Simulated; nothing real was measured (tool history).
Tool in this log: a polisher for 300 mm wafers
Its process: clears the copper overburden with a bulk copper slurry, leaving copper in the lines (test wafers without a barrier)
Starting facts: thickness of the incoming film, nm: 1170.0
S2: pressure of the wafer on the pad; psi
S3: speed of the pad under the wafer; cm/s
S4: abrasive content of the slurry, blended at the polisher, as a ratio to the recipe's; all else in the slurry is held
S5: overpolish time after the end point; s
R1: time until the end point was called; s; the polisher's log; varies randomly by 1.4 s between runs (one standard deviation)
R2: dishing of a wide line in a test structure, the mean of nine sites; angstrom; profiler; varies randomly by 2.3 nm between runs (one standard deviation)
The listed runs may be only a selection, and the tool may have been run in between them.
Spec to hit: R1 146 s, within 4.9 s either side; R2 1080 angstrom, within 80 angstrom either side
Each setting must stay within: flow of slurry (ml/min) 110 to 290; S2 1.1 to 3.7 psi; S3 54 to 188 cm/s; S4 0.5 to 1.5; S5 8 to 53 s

Run 1, hour 0: flow of slurry (ml/min) 185, S2 2.4 psi, S3 120 cm/s, S4 1, S5 27 s. Result: R1 121.7 s, R2 1129.6 angstrom.
Run 2, hour 6.5: flow of slurry (ml/min) 185, S2 2.8 psi, S3 120 cm/s, S4 1, S5 27 s. Result: R1 102.15 s, R2 1315.5 angstrom.
Run 3, hour 14.2: flow of slurry (ml/min) 185, S2 2.7 psi, S3 120 cm/s, S4 1, S5 28 s. Result: R1 107.77 s, R2 1271.3 angstrom.
Run 4, hour 19.5: flow of slurry (ml/min) 185, S2 2.6 psi, S3 120 cm/s, S4 1, S5 28 s. Result: R1 110.42 s, R2 1272 angstrom.
Run 5, hour 28.4: flow of slurry (ml/min) 185, S2 2.6 psi, S3 120 cm/s, S4 1.1, S5 28 s. Result: R1 108.88 s, R2 1279 angstrom.
Run 6, hour 30.9: flow of slurry (ml/min) 185, S2 2.6 psi, S3 142 cm/s, S4 1.1, S5 28 s. Result: R1 97.61 s, R2 1327.6 angstrom.
Run 7, hour 37.3: flow of slurry (ml/min) 185, S2 2.5 psi, S3 142 cm/s, S4 1.1, S5 29 s. Result: R1 99.477 s, R2 1316.8 angstrom.
Run 8, hour 38.9: flow of slurry (ml/min) 185, S2 2.4 psi, S3 142 cm/s, S4 1.1, S5 30 s. Result: R1 104.51 s, R2 1281.4 angstrom.
Run 9, hour 47.1: flow of slurry (ml/min) 185, S2 2.3 psi, S3 142 cm/s, S4 1.1, S5 31 s. Result: R1 111.05 s, R2 1248.2 angstrom.
Run 10, hour 55.9: flow of slurry (ml/min) 185, S2 2.2 psi, S3 142 cm/s, S4 1.1, S5 31 s. Result: R1 117.52 s, R2 1215 angstrom.
Run 11, hour 57.2: flow of slurry (ml/min) 180, S2 2 psi, S3 142 cm/s, S4 1.1, S5 32 s. Result: R1 124.57 s, R2 1222.7 angstrom.
Run 12, hour 64.4: flow of slurry (ml/min) 180, S2 1.8 psi, S3 142 cm/s, S4 1.1, S5 31 s. Result: R1 138.41 s, R2 1070.3 angstrom.

Of the 5 settings listed for the next run, only one would bring every result within its allowed miss of target. Which one?
Run A, hour 71.6: flow of slurry (ml/min) 160, S2 1.9 psi, S3 144 cm/s, S4 1.2, S5 43 s. Result: R1 ?, R2 ?.
Run B, hour 71.6: flow of slurry (ml/min) 190, S2 1.7 psi, S3 136 cm/s, S4 1.2, S5 34 s. Result: R1 ?, R2 ?.
Run C, hour 71.6: flow of slurry (ml/min) 200, S2 1.7 psi, S3 142 cm/s, S4 1.1, S5 22 s. Result: R1 ?, R2 ?.
Run D, hour 71.6: flow of slurry (ml/min) 250, S2 1.5 psi, S3 152 cm/s, S4 1.1, S5 41 s. Result: R1 ?, R2 ?.
Run E, hour 71.6: flow of slurry (ml/min) 165, S2 1.8 psi, S3 154 cm/s, S4 1.05, S5 22 s. Result: R1 ?, R2 ?.

move      R1      R2
   A  131.27  1288.9
   B  147.19  1077.6
   C  145.07  851.46
   D   152.1  1114.8
   E  135.81  896.48
A: further off than the last run
B: all results in spec
C: puts the biggest miss on target and leaves a different result outside tolerance
D: moves the result that the last run missed by most past its target, out the other side
E: further off than the last run
Move B is the one to make.
